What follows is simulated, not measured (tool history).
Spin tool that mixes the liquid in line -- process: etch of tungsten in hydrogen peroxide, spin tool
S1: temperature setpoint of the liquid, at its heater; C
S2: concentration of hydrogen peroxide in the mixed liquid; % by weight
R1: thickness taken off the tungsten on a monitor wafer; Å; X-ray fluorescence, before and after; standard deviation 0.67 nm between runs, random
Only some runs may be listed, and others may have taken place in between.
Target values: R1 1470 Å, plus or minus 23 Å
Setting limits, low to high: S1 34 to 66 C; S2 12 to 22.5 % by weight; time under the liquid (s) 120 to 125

Run 1, hour 0: S1 50 C, S2 15.5 % by weight, time under the liquid (s) 120. Result: R1 830.69 Å.
Run 2, hour 3.2: S1 53.5 C, S2 15.5 % by weight, time under the liquid (s) 120. Result: R1 1028 Å.
Run 3, hour 4.9: S1 54.5 C, S2 15.5 % by weight, time under the liquid (s) 120. Result: R1 1088.3 Å.
Run 4, hour 13.2: S1 55 C, S2 15.5 % by weight, time under the liquid (s) 120. Result: R1 1136.3 Å.
Run 5, hour 13.8: S1 55.5 C, S2 15.5 % by weight, time under the liquid (s) 120. Result: R1 1162.1 Å.
Run 6, hour 20.3: S1 56 C, S2 15.5 % by weight, time under the liquid (s) 120. Result: R1 1187.6 Å.
At hour 23.1: new drum of peroxide connected.
Run 7, hour 23.1: S1 56.5 C, S2 15.5 % by weight, time under the liquid (s) 120. Result: R1 1282.9 Å.
Run 8, hour 24.4: S1 57 C, S2 15.5 % by weight, time under the liquid (s) 120. Result: R1 1309.5 Å.
Run 9, hour 31.4: S1 58 C, S2 15.5 % by weight, time under the liquid (s) 120. Result: R1 1397.2 Å.
Run 10, hour 38: S1 58.5 C, S2 15.5 % by weight, time under the liquid (s) 120. Result: R1 1423.7 Å.

Consider the 4 candidate settings below. Which is the only one whose results all fall within their allowed miss of target?
Run A, hour 44.6: S1 60.5 C, S2 13 % by weight, time under the liquid (s) 120. Result: R1 ?.
Run B, hour 44.6: S1 59.5 C, S2 15.5 % by weight, time under the liquid (s) 120. Result: R1 ?.
Run C, hour 44.6: S1 57.5 C, S2 18.5 % by weight, time under the liquid (s) 125. Result: R1 ?.
Run D, hour 44.6: S1 55.5 C, S2 17.5 % by weight, time under the liquid (s) 125. Result: R1 ?.

move      R1
   A  1480.7
   B  1526.4
   C  1546.8
   D  1337.6
A: hits every target within its allowed miss
B: takes the biggest miss from the last run beyond its target
C: takes the biggest miss from the last run beyond its target
D: the biggest miss grows against the last run
Answer: A
